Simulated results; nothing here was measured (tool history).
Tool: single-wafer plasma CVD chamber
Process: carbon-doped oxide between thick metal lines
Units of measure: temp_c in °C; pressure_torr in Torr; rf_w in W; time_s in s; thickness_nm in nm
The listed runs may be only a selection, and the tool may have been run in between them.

| run | hour | temp_c | pressure_torr | rf_w | time_s | thickness_nm |
|---|---|---|---|---|---|---|
| 1 | 0.0 | 365 | 4.84 | 515 | 245 | 1156.1 |
| 2 | 0.7 | 360 | 4.84 | 515 | 245 | 1161.6 |
| 3 | 2.1 | 355 | 4.84 | 515 | 245 | 1175.9 |
| 4 | 5.9 | 365 | 4.84 | 515 | 245 | 1162.7 |
| 5 | 11.2 | 365 | 4.84 | 515 | 245 | 1151.5 |
| 6 | 14.2 | 366 | 4.54 | 485 | 245 | 1104.2 |

For run 7, what comes out?
| 7 | 22.8 | 367 | 4.32 | 460 | 245 | ? |

thickness_nm: 1052.5 nm

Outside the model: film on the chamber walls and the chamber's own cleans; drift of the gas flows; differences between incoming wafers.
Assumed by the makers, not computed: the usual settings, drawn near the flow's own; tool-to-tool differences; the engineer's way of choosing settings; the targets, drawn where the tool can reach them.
